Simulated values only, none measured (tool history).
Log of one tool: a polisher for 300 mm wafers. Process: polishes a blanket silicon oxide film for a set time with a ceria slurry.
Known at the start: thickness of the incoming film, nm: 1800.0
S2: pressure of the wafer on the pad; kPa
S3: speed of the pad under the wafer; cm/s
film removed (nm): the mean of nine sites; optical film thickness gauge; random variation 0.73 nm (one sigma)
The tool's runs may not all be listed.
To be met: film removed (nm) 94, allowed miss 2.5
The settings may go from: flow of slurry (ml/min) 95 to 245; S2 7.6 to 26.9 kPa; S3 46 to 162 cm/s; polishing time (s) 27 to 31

run 1 day=0 | flow_of_slurry_(ml/min)=155 S2=17.2 S3=104 polishing_time_(s)=31 | film_removed_(nm)=114.23
run 2 day=0.138 | flow_of_slurry_(ml/min)=155 S2=18.6 S3=104 polishing_time_(s)=31 | film_removed_(nm)=123.95
run 3 day=0.196 | flow_of_slurry_(ml/min)=155 S2=18.6 S3=128 polishing_time_(s)=31 | film_removed_(nm)=153.02
run 4 day=0.508 | flow_of_slurry_(ml/min)=150 S2=17.2 S3=128 polishing_time_(s)=31 | film_removed_(nm)=141.09
run 5 day=0.792 | flow_of_slurry_(ml/min)=145 S2=15.9 S3=128 polishing_time_(s)=31 | film_removed_(nm)=129.86
run 6 day=0.938 | flow_of_slurry_(ml/min)=120 S2=15.9 S3=128 polishing_time_(s)=31 | film_removed_(nm)=125.15
run 7 day=1.125 | flow_of_slurry_(ml/min)=115 S2=15.2 S3=128 polishing_time_(s)=31 | film_removed_(nm)=119.3
run 8 day=1.483 | flow_of_slurry_(ml/min)=115 S2=14.5 S3=128 polishing_time_(s)=31 | film_removed_(nm)=113.6
run 9 day=1.838 | flow_of_slurry_(ml/min)=115 S2=13.8 S3=128 polishing_time_(s)=31 | film_removed_(nm)=108.56
run 10 day=2.133 | flow_of_slurry_(ml/min)=115 S2=13.1 S3=128 polishing_time_(s)=31 | film_removed_(nm)=103.45
run 11 day=2.262 | flow_of_slurry_(ml/min)=110 S2=12.4 S3=128 polishing_time_(s)=31 | film_removed_(nm)=97.674

4 next moves are on the table. One of them brings every result within its allowed miss. Which?
run A day=2.392 | flow_of_slurry_(ml/min)=110 S2=13.1 S3=132 polishing_time_(s)=30 | film_removed_(nm)=?
run B day=2.392 | flow_of_slurry_(ml/min)=130 S2=11.7 S3=128 polishing_time_(s)=31 | film_removed_(nm)=?
run C day=2.392 | flow_of_slurry_(ml/min)=110 S2=13.1 S3=132 polishing_time_(s)=31 | film_removed_(nm)=?
run D day=2.392 | flow_of_slurry_(ml/min)=175 S2=14.5 S3=114 polishing_time_(s)=29 | film_removed_(nm)=?

move=A film_removed_(nm)=102.12
move=B film_removed_(nm)=95.528
move=C film_removed_(nm)=105.53
move=D film_removed_(nm)=103.09
A: further off than the last run
B: meets every target
C: further off than the last run
D: further off than the last run
The right move is B.

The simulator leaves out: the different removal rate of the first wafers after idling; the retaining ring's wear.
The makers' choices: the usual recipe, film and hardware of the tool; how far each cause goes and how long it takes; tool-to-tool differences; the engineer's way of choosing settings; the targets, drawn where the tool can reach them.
